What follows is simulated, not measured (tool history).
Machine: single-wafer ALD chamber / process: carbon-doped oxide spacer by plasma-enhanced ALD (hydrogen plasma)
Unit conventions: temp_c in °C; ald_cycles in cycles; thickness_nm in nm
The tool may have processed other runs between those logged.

run 1 day=0.000 | temp_c=420 ald_cycles=485 | thickness_nm=21.656
run 2 day=0.154 | temp_c=423 ald_cycles=481 | thickness_nm=21.288
run 3 day=0.246 | temp_c=425 ald_cycles=478 | thickness_nm=20.860
run 4 day=0.504 | temp_c=425 ald_cycles=431 | thickness_nm=18.879
run 5 day=0.658 | temp_c=431 ald_cycles=431 | thickness_nm=18.466
run 6 day=0.892 | temp_c=426 ald_cycles=431 | thickness_nm=18.802

Expected results for the next run?
run 7 day=1.262 | temp_c=425 ald_cycles=432 | thickness_nm=?

thickness_nm: 18.919 nm
